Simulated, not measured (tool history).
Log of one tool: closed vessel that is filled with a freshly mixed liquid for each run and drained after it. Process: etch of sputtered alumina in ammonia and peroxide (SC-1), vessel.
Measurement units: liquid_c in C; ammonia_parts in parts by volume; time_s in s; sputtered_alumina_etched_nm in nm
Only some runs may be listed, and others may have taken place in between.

| run | day | liquid_c | ammonia_parts | time_s | sputtered_alumina_etched_nm |
|---|---|---|---|---|---|
| 1 | 0.000 | 47.0 | 0.45 | 560 | 22.404 |
| 2 | 0.338 | 53.0 | 0.45 | 560 | 31.215 |
| 3 | 0.467 | 51.0 | 0.45 | 560 | 28.079 |
| 4 | 0.838 | 51.0 | 0.55 | 560 | 28.241 |
| 5 | 1.212 | 49.0 | 0.55 | 560 | 25.394 |
| 6 | 1.392 | 55.0 | 0.55 | 560 | 35.448 |

What does the tool deliver on the next run?
| 7 | 1.425 | 52.5 | 0.55 | 560 | ? |

{"run 7": {"sputtered_alumina_etched_nm": 30.841}}
